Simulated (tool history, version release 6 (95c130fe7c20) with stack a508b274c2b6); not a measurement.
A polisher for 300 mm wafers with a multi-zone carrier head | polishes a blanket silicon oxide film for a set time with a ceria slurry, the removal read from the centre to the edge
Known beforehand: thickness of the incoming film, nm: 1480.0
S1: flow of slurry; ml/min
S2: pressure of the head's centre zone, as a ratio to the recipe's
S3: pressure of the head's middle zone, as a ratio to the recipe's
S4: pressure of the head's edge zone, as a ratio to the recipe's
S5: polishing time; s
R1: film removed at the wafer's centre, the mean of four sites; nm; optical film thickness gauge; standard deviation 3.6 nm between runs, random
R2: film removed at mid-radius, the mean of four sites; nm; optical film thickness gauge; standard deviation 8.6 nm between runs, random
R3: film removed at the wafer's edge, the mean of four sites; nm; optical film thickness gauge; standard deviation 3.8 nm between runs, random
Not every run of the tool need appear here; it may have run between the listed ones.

| run | day | S1 | S2 | S3 | S4 | S5 | R1 | R2 | R3 |
|---|---|---|---|---|---|---|---|---|---|
| 1 | 0 | 175 | 1 | 1 | 1 | 90 | 504.7 | 528.66 | 504.84 |
| 2 | 0.117 | 175 | 1.04 | 1 | 1 | 90 | 520.56 | 519.33 | 510.91 |
| 3 | 0.438 | 185 | 1.01 | 1.02 | 1.06 | 91 | 520.39 | 547.7 | 524.48 |
| 4 | 0.5 | 185 | 1.01 | 1.09 | 1.06 | 91 | 522.3 | 568.15 | 528.68 |
| 5 | 0.654 | 180 | 0.98 | 1.08 | 1.1 | 93 | 512.24 | 581.67 | 549.78 |
| 6 | 0.762 | 140 | 0.98 | 1.08 | 1.1 | 93 | 484.17 | 565.88 | 531.92 |
| 7 | 1.088 | 155 | 0.97 | 1.08 | 1.13 | 94 | 503.74 | 573.56 | 559.53 |
| 8 | 1.296 | 160 | 0.96 | 1.1 | 1.14 | 94 | 497.77 | 585.57 | 555.77 |
| 9 | 1.392 | 165 | 0.96 | 1.1 | 1.16 | 94 | 507.43 | 602.31 | 558.48 |
| 10 | 1.471 | 165 | 0.96 | 1.1 | 1.16 | 94 | 501.66 | 604.74 | 573.73 |
| 11 | 1.733 | 165 | 0.96 | 1.1 | 1.16 | 94 | 506.02 | 588.83 | 559.36 |

Forecast run 12:
| 12 | 1.867 | 165 | 0.95 | 1.1 | 1.17 | 95 | ? | ? | ? |

R1: 505.03 nm
R2: 577.73 nm
R3: 578.02 nm
